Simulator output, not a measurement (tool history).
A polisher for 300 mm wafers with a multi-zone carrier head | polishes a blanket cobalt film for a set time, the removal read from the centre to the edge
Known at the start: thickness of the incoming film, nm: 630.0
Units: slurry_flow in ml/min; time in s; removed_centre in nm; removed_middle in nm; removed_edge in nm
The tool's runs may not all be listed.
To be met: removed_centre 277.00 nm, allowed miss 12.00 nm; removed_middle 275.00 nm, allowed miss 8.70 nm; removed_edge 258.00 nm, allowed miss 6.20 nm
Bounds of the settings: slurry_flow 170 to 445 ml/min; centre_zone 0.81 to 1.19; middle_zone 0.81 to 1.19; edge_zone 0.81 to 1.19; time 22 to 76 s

run 1 hour=0.0 | slurry_flow=285 centre_zone=1.00 middle_zone=1.00 edge_zone=1.00 time=49 | removed_centre=175.78 removed_middle=176.41 removed_edge=170.60
run 2 hour=4.4 | slurry_flow=260 centre_zone=1.00 middle_zone=1.00 edge_zone=1.00 time=49 | removed_centre=171.98 removed_middle=173.22 removed_edge=169.32
run 3 hour=10.3 | slurry_flow=260 centre_zone=0.92 middle_zone=1.00 edge_zone=1.00 time=49 | removed_centre=160.11 removed_middle=171.74 removed_edge=168.61
run 4 hour=13.9 | slurry_flow=260 centre_zone=0.84 middle_zone=1.00 edge_zone=1.00 time=49 | removed_centre=146.68 removed_middle=173.42 removed_edge=168.91
run 5 hour=22.7 | slurry_flow=275 centre_zone=0.90 middle_zone=1.02 edge_zone=1.03 time=53 | removed_centre=171.95 removed_middle=188.86 removed_edge=185.22
run 6 hour=24.9 | slurry_flow=275 centre_zone=0.90 middle_zone=0.95 edge_zone=1.03 time=53 | removed_centre=170.67 removed_middle=179.27 removed_edge=186.40
run 7 hour=32.9 | slurry_flow=285 centre_zone=0.93 middle_zone=0.99 edge_zone=1.05 time=56 | removed_centre=186.82 removed_middle=195.36 removed_edge=198.05
run 8 hour=36.9 | slurry_flow=290 centre_zone=0.96 middle_zone=1.02 edge_zone=1.06 time=59 | removed_centre=196.60 removed_middle=216.06 removed_edge=211.40
run 9 hour=37.5 | slurry_flow=305 centre_zone=1.01 middle_zone=1.03 edge_zone=1.07 time=61 | removed_centre=220.78 removed_middle=224.00 removed_edge=220.66

Which of these 4 next moves meets every target?
run A hour=38.1 | slurry_flow=350 centre_zone=1.03 middle_zone=1.04 edge_zone=0.99 time=73 | removed_centre=? removed_middle=? removed_edge=?
run B hour=38.1 | slurry_flow=300 centre_zone=0.98 middle_zone=1.01 edge_zone=1.07 time=48 | removed_centre=? removed_middle=? removed_edge=?
run C hour=38.1 | slurry_flow=385 centre_zone=1.15 middle_zone=0.82 edge_zone=1.13 time=65 | removed_centre=? removed_middle=? removed_edge=?
run D hour=38.1 | slurry_flow=375 centre_zone=0.96 middle_zone=1.19 edge_zone=0.96 time=51 | removed_centre=? removed_middle=? removed_edge=?

move=A removed_centre=277.63 removed_middle=270.28 removed_edge=255.98
move=B removed_centre=171.29 removed_middle=171.31 removed_edge=172.86
move=C removed_centre=277.88 removed_middle=198.61 removed_edge=244.36
move=D removed_centre=181.87 removed_middle=213.11 removed_edge=176.73
A: meets every target
B: further off than the last run
C: further off than the last run
D: further off than the last run
Answer: A
